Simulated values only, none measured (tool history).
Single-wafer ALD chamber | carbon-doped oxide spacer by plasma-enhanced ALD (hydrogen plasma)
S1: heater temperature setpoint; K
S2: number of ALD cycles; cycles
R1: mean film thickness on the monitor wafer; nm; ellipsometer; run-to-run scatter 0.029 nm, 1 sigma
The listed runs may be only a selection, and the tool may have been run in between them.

run 1 day=0 | S1=668.15 S2=231 | R1=12.033
run 2 day=0.15 | S1=670.15 S2=221 | R1=11.517
run 3 day=0.508 | S1=672.15 S2=212 | R1=11.058
run 4 day=0.758 | S1=673.15 S2=204 | R1=10.672
run 5 day=0.892 | S1=674.15 S2=198 | R1=10.312
run 6 day=1.079 | S1=674.15 S2=193 | R1=10.067
run 7 day=1.2 | S1=674.15 S2=188 | R1=9.7313
run 8 day=1.362 | S1=674.15 S2=185 | R1=9.6431
run 9 day=1.579 | S1=674.15 S2=182 | R1=9.4482
run 10 day=1.654 | S1=674.15 S2=179 | R1=9.3493
run 11 day=1.679 | S1=674.15 S2=157 | R1=8.1963
run 12 day=1.912 | S1=674.15 S2=158 | R1=8.2606

The next listed run, before its measurement:
run 13 day=2.033 | S1=674.15 S2=159 | R1=?

{"run 13": {"R1": 8.2791}}
